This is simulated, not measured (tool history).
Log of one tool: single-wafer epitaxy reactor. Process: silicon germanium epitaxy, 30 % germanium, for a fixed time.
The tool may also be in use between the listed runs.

| run | hour | wafer temperature setpoint (pyrometer-controlled) (deg C) | chamber pressure (mTorr) | mean film thickness on the monitor wafer (angstrom) |
|---|---|---|---|---|
| 1 | 0.0 | 585 | 23400 | 495.98 |
| 2 | 6.7 | 589 | 23400 | 539.13 |
| 3 | 13.1 | 593 | 23500 | 587.30 |
| 4 | 14.8 | 596 | 23600 | 622.04 |
| 5 | 15.6 | 596 | 20500 | 590.84 |
| 6 | 17.8 | 589 | 20500 | 509.09 |

Forecast run 7:
| 7 | 22.6 | 594 | 20700 | ? |

{"run 7": {"mean film thickness on the monitor wafer (angstrom)": 568.74}}
